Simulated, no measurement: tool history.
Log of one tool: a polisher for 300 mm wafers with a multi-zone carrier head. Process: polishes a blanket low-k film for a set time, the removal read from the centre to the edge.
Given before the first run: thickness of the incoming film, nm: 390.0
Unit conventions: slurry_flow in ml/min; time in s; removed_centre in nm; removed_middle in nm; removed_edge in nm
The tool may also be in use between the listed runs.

run    day  slurry_flow  centre_zone  middle_zone  edge_zone  slurry_solids  time  removed_centre  removed_middle  removed_edge
  1  0.000          230         1.00         1.00       1.00           1.00    45          17.903          17.999        18.046
  2  0.367          230         1.00         1.07       1.00           1.00    45          17.847          18.964        18.247
  3  0.617          230         1.00         1.07       1.00           0.80    45          16.200          17.224        16.256
  4  0.758          225         0.97         1.04       0.97           0.75    45          15.210          16.012        15.425
  5  0.783          225         0.97         1.08       0.97           0.75    45          15.392          16.681        15.350
  6  0.908          225         0.97         1.08       0.97           0.65    45          14.241          15.765        14.506
  7  1.262          215         0.95         1.07       0.95           0.65    45          13.689          15.209        14.172

The next listed run, before its measurement:
  8  1.475          205         0.95         1.07       0.94           0.65    45               ?               ?             ?

Run 8 gave removed_centre 13.621 nm, removed_middle 15.224 nm, removed_edge 14.385 nm.
